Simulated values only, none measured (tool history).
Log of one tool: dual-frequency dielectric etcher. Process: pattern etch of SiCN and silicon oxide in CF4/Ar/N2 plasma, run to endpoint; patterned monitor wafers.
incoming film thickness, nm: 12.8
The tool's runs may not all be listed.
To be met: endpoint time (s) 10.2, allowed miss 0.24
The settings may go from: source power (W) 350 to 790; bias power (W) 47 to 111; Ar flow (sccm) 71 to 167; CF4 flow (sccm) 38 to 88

{"run": 1, "day": 0.0, "source power (W)": 570, "bias power (W)": 79, "Ar flow (sccm)": 119, "CF4 flow (sccm)": 63, "endpoint time (s)": 12.093}
{"run": 2, "day": 0.171, "source power (W)": 570, "bias power (W)": 79, "Ar flow (sccm)": 134, "CF4 flow (sccm)": 63, "endpoint time (s)": 12.424}
{"run": 3, "day": 0.396, "source power (W)": 570, "bias power (W)": 79, "Ar flow (sccm)": 134, "CF4 flow (sccm)": 53, "endpoint time (s)": 13.125}
{"run": 4, "day": 0.492, "source power (W)": 570, "bias power (W)": 92, "Ar flow (sccm)": 134, "CF4 flow (sccm)": 53, "endpoint time (s)": 12.351}
{"run": 5, "day": 0.858, "source power (W)": 570, "bias power (W)": 92, "Ar flow (sccm)": 134, "CF4 flow (sccm)": 61, "endpoint time (s)": 11.794}
{"run": 6, "day": 0.888, "source power (W)": 590, "bias power (W)": 92, "Ar flow (sccm)": 134, "CF4 flow (sccm)": 61, "endpoint time (s)": 11.457}
{"run": 7, "day": 1.208, "source power (W)": 610, "bias power (W)": 92, "Ar flow (sccm)": 134, "CF4 flow (sccm)": 61, "endpoint time (s)": 11.217}
{"run": 8, "day": 1.267, "source power (W)": 630, "bias power (W)": 92, "Ar flow (sccm)": 134, "CF4 flow (sccm)": 61, "endpoint time (s)": 10.861}

Which of these 4 next moves meets every target?
{"run": "A", "day": 1.325, "source power (W)": 680, "bias power (W)": 101, "Ar flow (sccm)": 147, "CF4 flow (sccm)": 71, "endpoint time (s)": "?"}
{"run": "B", "day": 1.325, "source power (W)": 700, "bias power (W)": 103, "Ar flow (sccm)": 143, "CF4 flow (sccm)": 58, "endpoint time (s)": "?"}
{"run": "C", "day": 1.325, "source power (W)": 640, "bias power (W)": 81, "Ar flow (sccm)": 144, "CF4 flow (sccm)": 58, "endpoint time (s)": "?"}
{"run": "D", "day": 1.325, "source power (W)": 670, "bias power (W)": 90, "Ar flow (sccm)": 121, "CF4 flow (sccm)": 61, "endpoint time (s)": "?"}

move=A endpoint_time_(s)=9.7201
move=B endpoint_time_(s)=9.836
move=C endpoint_time_(s)=11.632
move=D endpoint_time_(s)=10.256
A: takes the result that was furthest off past its target
B: takes the result that was furthest off past its target
C: further off than the last run
D: meets every target
The right move is D.
